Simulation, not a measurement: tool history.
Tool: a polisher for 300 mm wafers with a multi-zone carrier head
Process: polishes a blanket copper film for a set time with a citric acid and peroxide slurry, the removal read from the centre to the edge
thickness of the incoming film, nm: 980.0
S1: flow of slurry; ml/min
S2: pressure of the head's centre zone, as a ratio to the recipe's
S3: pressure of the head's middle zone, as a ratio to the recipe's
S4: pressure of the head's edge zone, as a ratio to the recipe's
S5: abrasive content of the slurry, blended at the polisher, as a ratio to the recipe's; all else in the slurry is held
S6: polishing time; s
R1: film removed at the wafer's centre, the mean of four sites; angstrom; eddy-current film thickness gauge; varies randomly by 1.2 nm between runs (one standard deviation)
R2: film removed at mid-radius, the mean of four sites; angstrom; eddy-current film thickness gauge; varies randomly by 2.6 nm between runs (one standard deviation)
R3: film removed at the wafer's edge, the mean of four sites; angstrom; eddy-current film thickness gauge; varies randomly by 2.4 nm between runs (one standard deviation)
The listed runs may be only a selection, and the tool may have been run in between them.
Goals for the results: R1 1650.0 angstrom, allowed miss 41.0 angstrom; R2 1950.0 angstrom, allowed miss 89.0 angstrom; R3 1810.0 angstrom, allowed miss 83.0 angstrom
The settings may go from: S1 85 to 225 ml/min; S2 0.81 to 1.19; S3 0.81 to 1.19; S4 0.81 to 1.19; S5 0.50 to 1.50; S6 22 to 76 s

run,hour,S1,S2,S3,S4,S5,S6,R1,R2,R3
1,0.0,145,1.00,1.00,1.00,1.00,49,1264.3,1232.3,1208.7
2,2.3,145,0.99,1.01,1.02,1.05,50,1301.7,1309.4,1263.9
3,8.3,145,0.99,1.01,1.02,0.95,50,1256.7,1259.3,1194.4
4,15.5,145,0.99,1.01,1.02,0.95,55,1398.1,1424.8,1352.3
5,16.8,145,0.99,1.07,1.02,0.95,55,1392.4,1475.3,1333.0
6,20.6,145,0.99,1.07,1.02,0.95,59,1505.1,1562.1,1464.6
# hour 29.2: edge zone pressure recalibrated
7,29.2,150,0.98,1.08,1.03,1.00,59,1499.0,1584.3,1465.4
8,31.3,150,0.97,1.09,1.03,1.05,60,1547.4,1670.2,1521.3

Consider the 4 candidate settings below. Which is the only one whose results all fall within their allowed miss of target?
A,33.4,90,0.92,0.84,1.19,1.10,67,?,?,?
B,33.4,215,1.19,1.19,0.81,0.95,53,?,?,?
C,33.4,160,1.05,1.15,1.04,0.95,55,?,?,?
D,33.4,175,0.82,1.03,0.96,1.20,68,?,?,?

move,R1,R2,R3
A,1436.4,1337.9,1695.5
B,1686.7,1632.9,1208.5
C,1487.0,1571.0,1361.6
D,1625.8,1935.0,1766.2
A: moves away from the targets compared with the last run
B: moves away from the targets compared with the last run
C: moves away from the targets compared with the last run
D: meets every target
The move that meets every target is D.

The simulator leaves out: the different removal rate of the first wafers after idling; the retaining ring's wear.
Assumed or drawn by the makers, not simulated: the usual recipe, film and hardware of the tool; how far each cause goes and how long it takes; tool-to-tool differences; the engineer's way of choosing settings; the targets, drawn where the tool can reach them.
